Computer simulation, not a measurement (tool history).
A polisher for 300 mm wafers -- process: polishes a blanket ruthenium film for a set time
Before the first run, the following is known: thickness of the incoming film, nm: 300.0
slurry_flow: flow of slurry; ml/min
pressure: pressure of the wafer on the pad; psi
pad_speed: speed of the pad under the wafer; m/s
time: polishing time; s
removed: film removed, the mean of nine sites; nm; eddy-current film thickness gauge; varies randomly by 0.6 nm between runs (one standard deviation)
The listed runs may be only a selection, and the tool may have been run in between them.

run	hour	slurry_flow	pressure	pad_speed	time	removed
1	0	260	1.9	0.94	42	36.192
2	1.5	260	1.4	0.94	42	28.25
3	7.2	260	1.7	0.96	42	33.973
4	11.3	260	1.7	0.96	42	34.628
5	18.1	260	1.7	0.74	42	26.707
6	26.6	260	1.7	0.74	42	26.421
7	28	260	2.1	0.76	42	32.086
8	28.7	265	2.7	0.84	42	43.987
9	36.6	265	2.8	0.86	42	46.461
10	44.7	265	2.9	0.86	42	46.502

Run 11 is up next; what results do you expect?
11	50.6	265	2.9	0.88	42	?

removed: 47.715 nm
